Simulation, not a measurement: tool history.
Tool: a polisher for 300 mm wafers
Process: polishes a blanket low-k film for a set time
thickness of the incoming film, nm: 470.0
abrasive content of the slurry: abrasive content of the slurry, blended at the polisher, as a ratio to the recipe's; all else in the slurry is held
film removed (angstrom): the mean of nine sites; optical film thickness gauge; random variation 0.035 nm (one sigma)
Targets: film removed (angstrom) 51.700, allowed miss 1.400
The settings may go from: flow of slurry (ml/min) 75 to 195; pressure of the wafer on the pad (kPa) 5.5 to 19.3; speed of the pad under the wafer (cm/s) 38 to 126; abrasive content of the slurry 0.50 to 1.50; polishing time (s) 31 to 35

run	hour	flow of slurry (ml/min)	pressure of the wafer on the pad (kPa)	speed of the pad under the wafer (cm/s)	abrasive content of the slurry	polishing time (s)	film removed (angstrom)
1	0.0	125	12.4	82	1.00	35	80.631
2	1.0	125	9.7	82	1.00	35	62.748
3	8.1	120	9.0	82	1.00	35	58.074
4	12.8	140	9.0	82	1.00	35	61.410
5	18.4	130	9.0	82	1.00	35	60.495
6	27.1	105	9.0	82	1.00	35	55.483
# hour 32.9: slurry nozzle cleaned
7	32.9	100	9.0	82	1.00	35	64.072
8	38.5	135	9.0	82	1.00	35	68.124
9	43.0	120	9.0	82	1.00	35	67.806
10	48.4	120	8.3	78	1.00	35	60.132
11	49.0	115	7.6	78	1.00	35	55.241
12	50.0	110	7.6	78	1.00	35	55.194
13	51.1	105	7.6	78	1.00	35	54.338

Which of these 5 next moves meets every target?
A	52.2	90	7.6	76	1.10	32	?
B	52.2	120	7.6	78	1.00	31	?
C	52.2	110	7.6	72	1.05	32	?
D	52.2	80	7.6	102	0.80	32	?
E	52.2	115	6.9	84	1.00	34	?

move	film removed (angstrom)
A	48.600
B	49.466
C	48.731
D	47.629
E	51.389
A: takes the result that was furthest off past its target
B: takes the result that was furthest off past its target
C: takes the result that was furthest off past its target
D: takes the result that was furthest off past its target
E: meets every target
Answer: E
